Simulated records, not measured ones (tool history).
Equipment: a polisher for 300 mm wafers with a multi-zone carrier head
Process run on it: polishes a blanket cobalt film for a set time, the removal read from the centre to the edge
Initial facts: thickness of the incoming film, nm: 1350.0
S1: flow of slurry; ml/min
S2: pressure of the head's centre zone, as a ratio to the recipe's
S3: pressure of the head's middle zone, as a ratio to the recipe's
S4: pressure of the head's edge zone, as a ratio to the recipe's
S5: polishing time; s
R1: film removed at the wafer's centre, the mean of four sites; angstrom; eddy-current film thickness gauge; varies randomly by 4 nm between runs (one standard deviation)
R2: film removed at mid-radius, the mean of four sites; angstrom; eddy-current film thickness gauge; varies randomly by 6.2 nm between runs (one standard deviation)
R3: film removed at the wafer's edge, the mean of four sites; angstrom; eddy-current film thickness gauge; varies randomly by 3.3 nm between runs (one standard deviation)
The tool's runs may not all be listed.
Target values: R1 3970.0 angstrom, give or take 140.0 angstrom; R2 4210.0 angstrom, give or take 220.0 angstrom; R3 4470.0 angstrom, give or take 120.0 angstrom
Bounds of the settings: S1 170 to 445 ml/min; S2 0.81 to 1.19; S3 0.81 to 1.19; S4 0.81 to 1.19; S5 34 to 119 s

{"run": 1, "day": 0.0, "S1": 285, "S2": 1.0, "S3": 1.0, "S4": 1.0, "S5": 76, "R1": 4947.4, "R2": 4987.1, "R3": 4972.3}
{"run": 2, "day": 0.271, "S1": 285, "S2": 1.0, "S3": 1.0, "S4": 0.92, "S5": 76, "R1": 5061.2, "R2": 4790.3, "R3": 4664.7}
{"run": 3, "day": 0.588, "S1": 275, "S2": 0.96, "S3": 0.98, "S4": 0.92, "S5": 75, "R1": 4795.6, "R2": 4765.7, "R3": 4650.6}
{"run": 4, "day": 0.85, "S1": 270, "S2": 0.93, "S3": 0.95, "S4": 0.92, "S5": 74, "R1": 4634.0, "R2": 4529.3, "R3": 4588.5}
{"run": 5, "day": 0.962, "S1": 265, "S2": 0.9, "S3": 0.94, "S4": 0.92, "S5": 73, "R1": 4444.6, "R2": 4417.0, "R3": 4516.5}
{"run": 6, "day": 1.171, "S1": 265, "S2": 0.97, "S3": 0.94, "S4": 0.92, "S5": 73, "R1": 4652.6, "R2": 4374.6, "R3": 4511.0}
{"run": 7, "day": 1.454, "S1": 255, "S2": 0.94, "S3": 0.93, "S4": 0.93, "S5": 72, "R1": 4537.9, "R2": 4312.0, "R3": 4466.3}
{"run": 8, "day": 1.629, "S1": 255, "S2": 0.91, "S3": 0.93, "S4": 0.94, "S5": 71, "R1": 4340.9, "R2": 4288.5, "R3": 4391.0}
{"run": 9, "day": 1.925, "S1": 255, "S2": 0.89, "S3": 0.92, "S4": 0.96, "S5": 71, "R1": 4189.9, "R2": 4243.2, "R3": 4530.4}
{"run": 10, "day": 2.25, "S1": 255, "S2": 0.89, "S3": 0.92, "S4": 0.96, "S5": 71, "R1": 4294.9, "R2": 4222.9, "R3": 4508.2}
{"run": 11, "day": 2.408, "S1": 250, "S2": 0.87, "S3": 0.92, "S4": 0.96, "S5": 71, "R1": 4193.8, "R2": 4337.0, "R3": 4473.4}

Exercise: of the 5 proposed moves below, exactly one satisfies all targets within the stated allowed misses. Which move is it?
{"run": "A", "day": 2.567, "S1": 330, "S2": 0.85, "S3": 0.94, "S4": 1.04, "S5": 67, "R1": "?", "R2": "?", "R3": "?"}
{"run": "B", "day": 2.567, "S1": 215, "S2": 0.94, "S3": 0.87, "S4": 0.83, "S5": 76, "R1": "?", "R2": "?", "R3": "?"}
{"run": "C", "day": 2.567, "S1": 180, "S2": 0.98, "S3": 0.95, "S4": 0.97, "S5": 73, "R1": "?", "R2": "?", "R3": "?"}
{"run": "D", "day": 2.567, "S1": 235, "S2": 0.91, "S3": 0.98, "S4": 0.91, "S5": 74, "R1": "?", "R2": "?", "R3": "?"}
{"run": "E", "day": 2.567, "S1": 220, "S2": 0.97, "S3": 1.01, "S4": 0.92, "S5": 72, "R1": "?", "R2": "?", "R3": "?"}

move=A R1=3982.4 R2=4124.3 R3=4459.2
move=B R1=4699.8 R2=4224.3 R3=4428.6
move=C R1=4579.1 R2=4283.8 R3=4501.2
move=D R1=4502.6 R2=4581.7 R3=4517.6
move=E R1=4585.3 R2=4542.5 R3=4394.8
A: every result lands within tolerance
B: further off than the last run
C: further off than the last run
D: further off than the last run
E: further off than the last run
Correct choice: A, which meets every target
